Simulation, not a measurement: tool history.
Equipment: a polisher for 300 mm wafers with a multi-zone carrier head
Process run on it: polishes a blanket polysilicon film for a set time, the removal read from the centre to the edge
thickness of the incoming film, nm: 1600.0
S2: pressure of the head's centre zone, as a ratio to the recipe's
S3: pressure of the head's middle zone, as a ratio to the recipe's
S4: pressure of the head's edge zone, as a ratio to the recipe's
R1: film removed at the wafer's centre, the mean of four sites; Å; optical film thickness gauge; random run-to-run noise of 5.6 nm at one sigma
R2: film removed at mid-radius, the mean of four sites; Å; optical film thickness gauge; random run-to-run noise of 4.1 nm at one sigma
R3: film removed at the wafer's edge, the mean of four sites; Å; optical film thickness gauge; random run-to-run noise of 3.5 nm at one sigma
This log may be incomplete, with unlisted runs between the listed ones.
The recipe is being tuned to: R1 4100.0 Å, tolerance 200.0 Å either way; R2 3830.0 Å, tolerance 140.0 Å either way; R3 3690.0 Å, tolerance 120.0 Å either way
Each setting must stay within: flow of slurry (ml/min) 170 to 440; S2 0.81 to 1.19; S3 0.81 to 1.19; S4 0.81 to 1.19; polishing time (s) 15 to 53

Run 1, day 0.000: flow of slurry (ml/min) 280, S2 1.00, S3 1.00, S4 1.00, polishing time (s) 34. Result: R1 3027.4 Å, R2 3113.5 Å, R3 3107.3 Å.
Run 2, day 0.175: flow of slurry (ml/min) 250, S2 1.00, S3 1.00, S4 1.00, polishing time (s) 34. Result: R1 3036.4 Å, R2 2976.0 Å, R3 3011.9 Å.
Run 3, day 0.462: flow of slurry (ml/min) 315, S2 1.00, S3 1.00, S4 1.00, polishing time (s) 34. Result: R1 3157.3 Å, R2 3108.6 Å, R3 3144.8 Å.
Run 4, day 0.638: flow of slurry (ml/min) 330, S2 1.03, S3 1.02, S4 1.02, polishing time (s) 35. Result: R1 3312.9 Å, R2 3302.6 Å, R3 3254.2 Å.
Run 5, day 0.967: flow of slurry (ml/min) 305, S2 1.03, S3 1.02, S4 1.02, polishing time (s) 35. Result: R1 3193.2 Å, R2 3234.8 Å, R3 3186.5 Å.
Run 6, day 1.258: flow of slurry (ml/min) 305, S2 1.03, S3 1.02, S4 1.02, polishing time (s) 32. Result: R1 3021.2 Å, R2 2971.1 Å, R3 2934.9 Å.
Run 7, day 1.304: flow of slurry (ml/min) 320, S2 1.05, S3 1.02, S4 1.03, polishing time (s) 33. Result: R1 3118.7 Å, R2 3046.5 Å, R3 3081.4 Å.
Run 8, day 1.404: flow of slurry (ml/min) 335, S2 1.07, S3 1.03, S4 1.02, polishing time (s) 34. Result: R1 3386.2 Å, R2 3201.9 Å, R3 3131.7 Å.
Run 9, day 1.662: flow of slurry (ml/min) 345, S2 1.08, S3 1.04, S4 1.03, polishing time (s) 35. Result: R1 3424.7 Å, R2 3347.4 Å, R3 3234.5 Å.
Run 10, day 1.883: flow of slurry (ml/min) 355, S2 1.09, S3 1.04, S4 1.03, polishing time (s) 36. Result: R1 3602.8 Å, R2 3490.5 Å, R3 3350.9 Å.
Run 11, day 2.196: flow of slurry (ml/min) 365, S2 1.10, S3 1.04, S4 1.04, polishing time (s) 37. Result: R1 3681.4 Å, R2 3534.4 Å, R3 3529.4 Å.
Run 12, day 2.383: flow of slurry (ml/min) 370, S2 1.11, S3 1.05, S4 1.04, polishing time (s) 37. Result: R1 3780.3 Å, R2 3606.6 Å, R3 3448.4 Å.
Run 13, day 2.596: flow of slurry (ml/min) 375, S2 1.12, S3 1.05, S4 1.05, polishing time (s) 37. Result: R1 3801.5 Å, R2 3633.9 Å, R3 3491.2 Å.
Run 14, day 2.871: flow of slurry (ml/min) 380, S2 1.13, S3 1.05, S4 1.06, polishing time (s) 37. Result: R1 3768.7 Å, R2 3675.9 Å, R3 3494.5 Å.
Run 15, day 2.946: flow of slurry (ml/min) 385, S2 1.14, S3 1.05, S4 1.06, polishing time (s) 37. Result: R1 3912.7 Å, R2 3547.9 Å, R3 3460.9 Å.
Run 16, day 3.208: flow of slurry (ml/min) 390, S2 1.14, S3 1.05, S4 1.06, polishing time (s) 37. Result: R1 3759.7 Å, R2 3621.7 Å, R3 3515.4 Å.
Run 17, day 3.296: flow of slurry (ml/min) 390, S2 1.15, S3 1.05, S4 1.06, polishing time (s) 37. Result: R1 3868.6 Å, R2 3562.0 Å, R3 3487.4 Å.

4 next moves are on the table. One of them brings every result within its allowed miss. Which?
Run A, day 3.383: flow of slurry (ml/min) 405, S2 1.19, S3 0.95, S4 0.94, polishing time (s) 43. Result: R1 ?, R2 ?, R3 ?.
Run B, day 3.383: flow of slurry (ml/min) 345, S2 1.10, S3 1.02, S4 1.16, polishing time (s) 41. Result: R1 ?, R2 ?, R3 ?.
Run C, day 3.383: flow of slurry (ml/min) 440, S2 1.16, S3 1.09, S4 1.12, polishing time (s) 38. Result: R1 ?, R2 ?, R3 ?.
Run D, day 3.383: flow of slurry (ml/min) 410, S2 1.14, S3 1.05, S4 1.04, polishing time (s) 37. Result: R1 ?, R2 ?, R3 ?.

move      R1      R2      R3
   A  4675.9  3901.5  3991.6
   B  4107.0  3882.1  4108.4
   C  4071.3  3863.6  3801.7
   D  3882.5  3634.4  3575.4
A: the furthest-off result lands on target, but another misses its tolerance
B: the furthest-off result lands on target, but another misses its tolerance
C: every result within its allowed miss
D: better than the last run, though not everything is in spec
C is the move that brings every result within its allowed miss.

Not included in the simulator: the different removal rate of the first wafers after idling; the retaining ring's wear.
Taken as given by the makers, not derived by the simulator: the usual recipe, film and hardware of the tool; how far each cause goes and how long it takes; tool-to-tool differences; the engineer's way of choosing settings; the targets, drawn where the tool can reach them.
